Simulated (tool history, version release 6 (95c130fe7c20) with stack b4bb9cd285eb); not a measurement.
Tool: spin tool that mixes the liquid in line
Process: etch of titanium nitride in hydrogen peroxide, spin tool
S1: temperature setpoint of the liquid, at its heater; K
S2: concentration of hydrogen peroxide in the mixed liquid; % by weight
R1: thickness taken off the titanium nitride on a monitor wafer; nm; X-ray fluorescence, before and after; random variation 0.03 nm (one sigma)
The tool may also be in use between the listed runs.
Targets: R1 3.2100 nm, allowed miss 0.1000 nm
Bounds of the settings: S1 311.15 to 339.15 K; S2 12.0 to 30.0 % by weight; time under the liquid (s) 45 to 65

run 1 hour=0.0 | S1=327.15 S2=20.5 time_under_the_liquid_(s)=65 | R1=2.2093
run 2 hour=4.9 | S1=320.15 S2=20.5 time_under_the_liquid_(s)=65 | R1=1.3382
run 3 hour=12.6 | S1=322.15 S2=20.5 time_under_the_liquid_(s)=65 | R1=1.5324
run 4 hour=16.5 | S1=322.15 S2=22.5 time_under_the_liquid_(s)=65 | R1=1.5656
run 5 hour=22.5 | S1=322.15 S2=21.0 time_under_the_liquid_(s)=65 | R1=1.5581
run 6 hour=28.4 | S1=323.65 S2=21.0 time_under_the_liquid_(s)=65 | R1=1.7491
run 7 hour=32.1 | S1=325.15 S2=21.0 time_under_the_liquid_(s)=65 | R1=1.9136
run 8 hour=32.9 | S1=325.15 S2=21.0 time_under_the_liquid_(s)=65 | R1=1.8840
run 9 hour=40.8 | S1=326.65 S2=21.0 time_under_the_liquid_(s)=65 | R1=2.1320
run 10 hour=41.8 | S1=327.65 S2=21.0 time_under_the_liquid_(s)=65 | R1=2.2624
run 11 hour=49.8 | S1=327.65 S2=21.0 time_under_the_liquid_(s)=65 | R1=2.3055
run 12 hour=53.1 | S1=333.15 S2=21.0 time_under_the_liquid_(s)=65 | R1=3.3451

Which of these 5 next moves meets every target?
run A hour=56.4 | S1=331.65 S2=20.5 time_under_the_liquid_(s)=65 | R1=?
run B hour=56.4 | S1=339.15 S2=20.5 time_under_the_liquid_(s)=45 | R1=?
run C hour=56.4 | S1=333.65 S2=22.0 time_under_the_liquid_(s)=65 | R1=?
run D hour=56.4 | S1=332.15 S2=22.5 time_under_the_liquid_(s)=65 | R1=?
run E hour=56.4 | S1=331.65 S2=20.0 time_under_the_liquid_(s)=65 | R1=?

move=A R1=2.9929
move=B R1=3.4263
move=C R1=3.4826
move=D R1=3.1599
move=E R1=2.9771
A: takes the result that was furthest off past its target
B: further off than the last run
C: further off than the last run
D: meets every target
E: takes the result that was furthest off past its target
Answer: D
